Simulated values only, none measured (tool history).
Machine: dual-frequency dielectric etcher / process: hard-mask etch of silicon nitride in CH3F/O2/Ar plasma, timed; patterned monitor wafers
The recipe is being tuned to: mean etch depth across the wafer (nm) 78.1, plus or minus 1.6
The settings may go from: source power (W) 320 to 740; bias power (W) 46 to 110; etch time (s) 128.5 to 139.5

run,hour,source power (W),bias power (W),etch time (s),mean etch depth across the wafer (nm)
1,0,530,78,139.5,103.66
2,7.2,530,85,139.5,107.73
3,8.3,530,85,128.5,98.467
4,12.7,620,85,128.5,104.73
5,16.2,570,79,128.5,99.664
6,23.8,620,79,128.5,102.06
7,32.9,580,73,128.5,96.756
8,39.8,540,70,128.5,92.935
9,43,510,68,128.5,89.802
10,49.1,410,62,128.5,79.736

Exercise: of the 4 proposed moves below, exactly one satisfies all targets within the stated allowed misses. Which move is it?
A,55.2,400,64,132.5,?
B,55.2,400,56,138,?
C,55.2,380,58,138,?
D,55.2,330,59,139.5,?

move,mean etch depth across the wafer (nm)
A,82.107
B,81.672
C,80.973
D,77.809
A: further off than the last run
B: further off than the last run
C: further off than the last run
D: in spec on every target
So the answer is move D, the one that meets all the targets.
